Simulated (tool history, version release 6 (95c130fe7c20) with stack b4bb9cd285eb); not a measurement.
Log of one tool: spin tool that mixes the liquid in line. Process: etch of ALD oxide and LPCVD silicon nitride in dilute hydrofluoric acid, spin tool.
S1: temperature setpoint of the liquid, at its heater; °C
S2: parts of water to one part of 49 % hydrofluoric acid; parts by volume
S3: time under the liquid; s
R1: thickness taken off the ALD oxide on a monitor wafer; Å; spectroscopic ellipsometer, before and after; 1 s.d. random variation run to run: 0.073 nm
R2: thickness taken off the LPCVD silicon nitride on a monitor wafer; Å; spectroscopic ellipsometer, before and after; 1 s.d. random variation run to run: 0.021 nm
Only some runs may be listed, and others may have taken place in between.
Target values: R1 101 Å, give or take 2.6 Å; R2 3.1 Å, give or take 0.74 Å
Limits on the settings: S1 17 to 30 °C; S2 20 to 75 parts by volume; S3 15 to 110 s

run 1 day=0 | S1=22 S2=45 S3=55 | R1=206.77 R2=6.0877
run 2 day=0.188 | S1=22 S2=55 S3=55 | R1=166.47 R2=5.4178
run 3 day=0.458 | S1=20.5 S2=60 S3=55 | R1=142.96 R2=4.0714
run 4 day=0.812 | S1=20.5 S2=65 S3=55 | R1=131.54 R2=3.8708
run 5 day=1.129 | S1=20.5 S2=65 S3=30 | R1=72.014 R2=1.8845
run 6 day=1.279 | S1=20.5 S2=55 S3=30 | R1=84.334 R2=2.3636
run 7 day=1.575 | S1=21.5 S2=55 S3=30 | R1=89.651 R2=2.6381
run 8 day=1.65 | S1=22 S2=55 S3=30 | R1=90.947 R2=2.8103

Consider the 4 candidate settings below. Which is the only one whose results all fall within their allowed miss of target?
run A day=1.725 | S1=22 S2=65 S3=40 | R1=? R2=?
run B day=1.725 | S1=18 S2=70 S3=40 | R1=? R2=?
run C day=1.725 | S1=19.5 S2=75 S3=45 | R1=? R2=?
run D day=1.725 | S1=22.5 S2=55 S3=25 | R1=? R2=?

move=A R1=101.09 R2=2.9796
move=B R1=78.9 R2=2.1035
move=C R1=87.769 R2=2.456
move=D R1=77.194 R2=2.2688
A: meets every target
B: the biggest miss grows against the last run
C: the biggest miss grows against the last run
D: the biggest miss grows against the last run
Answer: A

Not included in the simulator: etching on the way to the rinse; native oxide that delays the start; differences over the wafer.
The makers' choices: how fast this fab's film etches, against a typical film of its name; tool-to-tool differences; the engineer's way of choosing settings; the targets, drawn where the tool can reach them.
